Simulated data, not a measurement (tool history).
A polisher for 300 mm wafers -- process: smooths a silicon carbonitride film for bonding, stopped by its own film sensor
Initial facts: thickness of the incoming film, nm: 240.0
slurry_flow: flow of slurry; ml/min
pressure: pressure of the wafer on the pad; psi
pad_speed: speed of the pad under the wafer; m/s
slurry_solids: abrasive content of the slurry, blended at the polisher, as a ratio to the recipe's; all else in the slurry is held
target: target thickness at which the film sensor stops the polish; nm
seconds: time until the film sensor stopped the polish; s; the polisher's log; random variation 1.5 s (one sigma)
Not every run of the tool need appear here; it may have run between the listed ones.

| run | hour | slurry_flow | pressure | pad_speed | slurry_solids | target | seconds |
|---|---|---|---|---|---|---|---|
| 1 | 0.0 | 295 | 2.8 | 0.80 | 1.0 | 202 | 145.43 |
| 2 | 3.4 | 295 | 2.8 | 0.80 | 1.0 | 200 | 158.81 |
| 3 | 9.9 | 295 | 3.0 | 0.80 | 1.0 | 200 | 146.49 |
| 4 | 18.1 | 295 | 3.2 | 0.80 | 1.0 | 200 | 136.88 |
| 5 | 19.8 | 295 | 3.2 | 0.80 | 1.0 | 202 | 129.92 |
| 6 | 27.7 | 250 | 3.2 | 0.80 | 1.0 | 202 | 133.16 |
| 7 | 34.8 | 260 | 3.3 | 0.80 | 1.0 | 202 | 128.64 |

What does the tool deliver on the next run?
| 8 | 38.6 | 265 | 3.4 | 0.80 | 1.0 | 202 | ? |

Run 8 measured seconds 124.16 s.

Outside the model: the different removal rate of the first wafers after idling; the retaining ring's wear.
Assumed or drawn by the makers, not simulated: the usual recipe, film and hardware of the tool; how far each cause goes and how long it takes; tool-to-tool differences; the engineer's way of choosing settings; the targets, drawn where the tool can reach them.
